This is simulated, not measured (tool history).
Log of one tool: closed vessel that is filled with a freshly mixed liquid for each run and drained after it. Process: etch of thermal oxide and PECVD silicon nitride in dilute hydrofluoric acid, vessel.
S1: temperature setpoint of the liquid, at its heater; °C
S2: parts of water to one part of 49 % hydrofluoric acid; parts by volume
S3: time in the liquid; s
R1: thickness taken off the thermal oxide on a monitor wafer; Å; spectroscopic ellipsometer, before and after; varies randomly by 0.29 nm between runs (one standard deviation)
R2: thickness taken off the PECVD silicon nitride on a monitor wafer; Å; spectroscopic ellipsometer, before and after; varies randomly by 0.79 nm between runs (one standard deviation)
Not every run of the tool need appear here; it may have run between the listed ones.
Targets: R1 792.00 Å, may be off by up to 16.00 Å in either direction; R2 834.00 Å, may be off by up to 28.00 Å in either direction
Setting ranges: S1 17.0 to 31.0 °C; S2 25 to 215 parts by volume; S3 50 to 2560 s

Run 1, hour 0.0: S1 23.0 °C, S2 120 parts by volume, S3 1305 s. Result: R1 532.04 Å, R2 550.77 Å.
Run 2, hour 5.2: S1 21.5 °C, S2 120 parts by volume, S3 1305 s. Result: R1 504.28 Å, R2 497.06 Å.
Run 3, hour 11.7: S1 23.0 °C, S2 120 parts by volume, S3 1305 s. Result: R1 533.37 Å, R2 548.22 Å.
Run 4, hour 14.0: S1 23.5 °C, S2 110 parts by volume, S3 1290 s. Result: R1 592.33 Å, R2 617.63 Å.
Run 5, hour 19.2: S1 23.5 °C, S2 130 parts by volume, S3 1290 s. Result: R1 488.19 Å, R2 518.62 Å.
Run 6, hour 23.3: S1 24.0 °C, S2 120 parts by volume, S3 1275 s. Result: R1 538.92 Å, R2 577.38 Å.
Run 7, hour 32.2: S1 24.0 °C, S2 110 parts by volume, S3 1265 s. Result: R1 590.23 Å, R2 613.55 Å.
Run 8, hour 41.5: S1 24.5 °C, S2 105 parts by volume, S3 1245 s. Result: R1 628.24 Å, R2 655.00 Å.

Next run, 4 choices. One meets every target within its allowed miss, the rest don't. Which?
Run A, hour 50.8: S1 24.0 °C, S2 115 parts by volume, S3 1790 s. Result: R1 ?, R2 ?.
Run B, hour 50.8: S1 22.0 °C, S2 80 parts by volume, S3 1325 s. Result: R1 ?, R2 ?.
Run C, hour 50.8: S1 22.5 °C, S2 105 parts by volume, S3 1695 s. Result: R1 ?, R2 ?.
Run D, hour 50.8: S1 24.5 °C, S2 120 parts by volume, S3 1030 s. Result: R1 ?, R2 ?.

move      R1      R2
   A  797.50  839.17
   B  816.99  777.18
   C  788.71  787.22
   D  445.75  478.33
A: hits every target within its allowed miss
B: takes the biggest miss from the last run beyond its target
C: brings the last run's worst result on target, with another outside its allowed miss
D: lands further from the targets than the last run did
A is the move that brings every result within its allowed miss.
